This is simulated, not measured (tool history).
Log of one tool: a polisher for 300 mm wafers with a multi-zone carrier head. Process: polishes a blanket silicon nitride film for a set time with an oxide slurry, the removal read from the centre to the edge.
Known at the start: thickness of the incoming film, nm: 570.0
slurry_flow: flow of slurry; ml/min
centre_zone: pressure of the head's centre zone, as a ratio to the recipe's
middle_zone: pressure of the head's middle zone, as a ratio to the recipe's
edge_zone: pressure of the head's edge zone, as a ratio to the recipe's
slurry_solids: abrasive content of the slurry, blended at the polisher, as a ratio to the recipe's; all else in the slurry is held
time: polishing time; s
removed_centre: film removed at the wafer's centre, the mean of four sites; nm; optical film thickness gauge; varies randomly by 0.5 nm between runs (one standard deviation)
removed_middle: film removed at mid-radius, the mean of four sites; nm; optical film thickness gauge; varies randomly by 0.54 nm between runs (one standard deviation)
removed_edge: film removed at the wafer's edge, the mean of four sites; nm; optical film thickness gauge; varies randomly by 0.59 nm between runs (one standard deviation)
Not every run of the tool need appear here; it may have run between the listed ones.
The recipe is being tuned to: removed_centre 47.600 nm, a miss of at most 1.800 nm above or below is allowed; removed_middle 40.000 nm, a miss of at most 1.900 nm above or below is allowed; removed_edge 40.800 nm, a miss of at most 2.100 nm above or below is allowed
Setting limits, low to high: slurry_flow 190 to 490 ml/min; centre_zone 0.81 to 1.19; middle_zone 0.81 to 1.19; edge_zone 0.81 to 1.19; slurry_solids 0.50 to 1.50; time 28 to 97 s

run 1 hour=0.0 | slurry_flow=315 centre_zone=1.00 middle_zone=1.00 edge_zone=1.00 slurry_solids=1.00 time=62 | removed_centre=45.124 removed_middle=46.190 removed_edge=46.119
run 2 hour=3.8 | slurry_flow=315 centre_zone=1.00 middle_zone=1.00 edge_zone=0.97 slurry_solids=1.00 time=62 | removed_centre=44.184 removed_middle=47.361 removed_edge=44.513
run 3 hour=4.4 | slurry_flow=315 centre_zone=1.00 middle_zone=1.00 edge_zone=0.90 slurry_solids=1.00 time=62 | removed_centre=43.814 removed_middle=45.527 removed_edge=43.919
run 4 hour=11.1 | slurry_flow=320 centre_zone=1.04 middle_zone=0.98 edge_zone=0.89 slurry_solids=0.95 time=62 | removed_centre=44.487 removed_middle=45.529 removed_edge=43.332
run 5 hour=17.3 | slurry_flow=320 centre_zone=1.04 middle_zone=0.98 edge_zone=0.89 slurry_solids=0.95 time=74 | removed_centre=54.165 removed_middle=53.217 removed_edge=51.978
run 6 hour=20.5 | slurry_flow=320 centre_zone=1.04 middle_zone=0.98 edge_zone=0.89 slurry_solids=0.95 time=58 | removed_centre=42.393 removed_middle=42.316 removed_edge=40.063
run 7 hour=25.5 | slurry_flow=320 centre_zone=1.06 middle_zone=0.95 edge_zone=0.90 slurry_solids=0.95 time=58 | removed_centre=43.359 removed_middle=41.176 removed_edge=41.168
run 8 hour=26.9 | slurry_flow=325 centre_zone=1.09 middle_zone=0.94 edge_zone=0.90 slurry_solids=0.95 time=58 | removed_centre=44.717 removed_middle=40.326 removed_edge=41.546

Exercise: of the 5 proposed moves below, exactly one satisfies all targets within the stated allowed misses. Which move is it?
run A hour=28.3 | slurry_flow=240 centre_zone=0.98 middle_zone=0.99 edge_zone=0.86 slurry_solids=0.95 time=59 | removed_centre=? removed_middle=? removed_edge=?
run B hour=28.3 | slurry_flow=390 centre_zone=1.04 middle_zone=0.94 edge_zone=0.90 slurry_solids=1.00 time=55 | removed_centre=? removed_middle=? removed_edge=?
run C hour=28.3 | slurry_flow=355 centre_zone=1.00 middle_zone=0.91 edge_zone=0.93 slurry_solids=1.00 time=58 | removed_centre=? removed_middle=? removed_edge=?
run D hour=28.3 | slurry_flow=350 centre_zone=1.17 middle_zone=0.94 edge_zone=0.90 slurry_solids=0.80 time=61 | removed_centre=? removed_middle=? removed_edge=?
run E hour=28.3 | slurry_flow=345 centre_zone=1.06 middle_zone=0.98 edge_zone=0.87 slurry_solids=0.95 time=58 | removed_centre=? removed_middle=? removed_edge=?

move=A removed_centre=39.728 removed_middle=41.984 removed_edge=40.567
move=B removed_centre=41.429 removed_middle=39.459 removed_edge=40.363
move=C removed_centre=41.794 removed_middle=40.264 removed_edge=43.031
move=D removed_centre=47.256 removed_middle=40.207 removed_edge=41.222
move=E removed_centre=43.349 removed_middle=42.005 removed_edge=40.911
A: lands further from the targets than the last run did
B: lands further from the targets than the last run did
C: lands further from the targets than the last run did
D: each result inside its tolerance
E: lands further from the targets than the last run did
Answer: D

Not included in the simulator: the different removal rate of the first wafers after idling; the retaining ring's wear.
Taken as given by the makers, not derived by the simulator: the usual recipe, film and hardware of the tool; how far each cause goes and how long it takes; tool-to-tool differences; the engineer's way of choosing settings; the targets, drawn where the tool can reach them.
